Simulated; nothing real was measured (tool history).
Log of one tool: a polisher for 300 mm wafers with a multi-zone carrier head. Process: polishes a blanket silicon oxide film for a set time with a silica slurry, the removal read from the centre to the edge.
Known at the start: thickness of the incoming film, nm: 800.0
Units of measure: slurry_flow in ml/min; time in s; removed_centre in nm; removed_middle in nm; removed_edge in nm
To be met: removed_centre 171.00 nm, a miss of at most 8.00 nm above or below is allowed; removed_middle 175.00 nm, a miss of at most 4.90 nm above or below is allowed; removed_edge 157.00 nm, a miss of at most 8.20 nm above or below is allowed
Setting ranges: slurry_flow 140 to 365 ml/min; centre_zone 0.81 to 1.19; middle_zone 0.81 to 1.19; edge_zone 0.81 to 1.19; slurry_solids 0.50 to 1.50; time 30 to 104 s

| run | day | slurry_flow | centre_zone | middle_zone | edge_zone | slurry_solids | time | removed_centre | removed_middle | removed_edge |
|---|---|---|---|---|---|---|---|---|---|---|
| 1 | 0.000 | 235 | 1.00 | 1.00 | 1.00 | 1.00 | 67 | 141.57 | 140.55 | 146.78 |
| 2 | 0.217 | 235 | 1.00 | 1.00 | 0.95 | 1.00 | 67 | 140.99 | 137.59 | 141.01 |
| 3 | 0.438 | 235 | 1.08 | 1.00 | 0.95 | 1.00 | 67 | 150.78 | 140.58 | 142.35 |
| 4 | 0.617 | 235 | 1.08 | 1.00 | 0.95 | 0.80 | 67 | 134.74 | 124.65 | 122.80 |
| 5 | 0.712 | 235 | 1.02 | 1.00 | 0.95 | 0.80 | 67 | 130.64 | 125.61 | 125.82 |
| 6 | 0.862 | 235 | 1.02 | 1.00 | 0.95 | 0.80 | 83 | 159.03 | 151.71 | 157.72 |
| 7 | 0.896 | 235 | 1.02 | 1.00 | 0.95 | 0.80 | 83 | 156.85 | 153.36 | 156.38 |
| 8 | 1.233 | 250 | 1.04 | 1.04 | 0.94 | 0.80 | 83 | 161.29 | 159.68 | 148.48 |
| 9 | 1.525 | 255 | 1.05 | 1.05 | 0.96 | 0.85 | 83 | 168.27 | 168.68 | 157.68 |

4 candidate next runs follow, results not yet known. Just one meets every target within its allowed miss. Identify it.
| A | 1.817 | 220 | 1.14 | 1.05 | 0.92 | 0.95 | 78 | ? | ? | ? |
| B | 1.817 | 250 | 1.09 | 1.03 | 0.99 | 0.85 | 80 | ? | ? | ? |
| C | 1.817 | 285 | 1.10 | 1.16 | 1.01 | 1.00 | 72 | ? | ? | ? |
| D | 1.817 | 225 | 1.02 | 1.05 | 1.02 | 0.95 | 78 | ? | ? | ? |

| move | removed_centre | removed_middle | removed_edge |
|---|---|---|---|
| A | 180.52 | 166.54 | 152.28 |
| B | 169.72 | 160.12 | 152.54 |
| C | 170.39 | 176.12 | 152.05 |
| D | 164.00 | 166.99 | 158.64 |
A: moves away from the targets compared with the last run
B: moves away from the targets compared with the last run
C: in spec on every target
D: moves away from the targets compared with the last run
Correct choice: C, which meets every target
